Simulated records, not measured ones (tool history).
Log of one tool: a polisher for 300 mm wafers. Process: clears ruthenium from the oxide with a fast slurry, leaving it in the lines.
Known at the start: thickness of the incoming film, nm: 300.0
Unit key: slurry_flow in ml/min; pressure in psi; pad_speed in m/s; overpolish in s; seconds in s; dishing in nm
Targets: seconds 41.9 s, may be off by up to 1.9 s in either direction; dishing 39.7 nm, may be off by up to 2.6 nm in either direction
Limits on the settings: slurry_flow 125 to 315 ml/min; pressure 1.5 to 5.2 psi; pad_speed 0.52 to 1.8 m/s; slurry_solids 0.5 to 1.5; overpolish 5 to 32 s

run	hour	slurry_flow	pressure	pad_speed	slurry_solids	overpolish	seconds	dishing
1	0	205	3.3	1.16	1	16	51.699	53.695
2	1	205	3.4	1.16	1	14	51.86	48.982
3	1.9	205	2.7	1.16	1	14	60.257	43.713
4	3.8	205	2.7	1.3	1	14	53.925	45.477
5	10.2	205	2.7	1.54	1	14	44.521	53.389
6	16.7	205	2.7	1.76	1	14	38.707	59.662
7	24.9	205	2.6	1.76	1	13	40.358	55.297
8	27.8	205	2.6	1.76	1	12	39.79	51.299
9	33.7	205	2.6	1.76	1	11	39.362	47.198
10	34.5	205	2.5	1.76	1	10	41.057	45.002

Which one of the following 4 next-run settings gets every result inside its allowed miss? There is exactly one.
A	35.3	180	2.8	1.8	0.85	9	?	?
B	35.3	205	2.7	1.52	0.95	12	?	?
C	35.3	205	2.6	1.78	0.95	11	?	?
D	35.3	220	2.4	1.66	0.9	10	?	?

move	seconds	dishing
A	42.95	39.105
B	47.512	45.309
C	41.661	46.875
D	48.113	38.849
A: in spec on every target
B: its largest miss is bigger than the last run's
C: its largest miss is bigger than the last run's
D: brings the result that was furthest off to its target, and leaves another outside
Move A is the one to make.
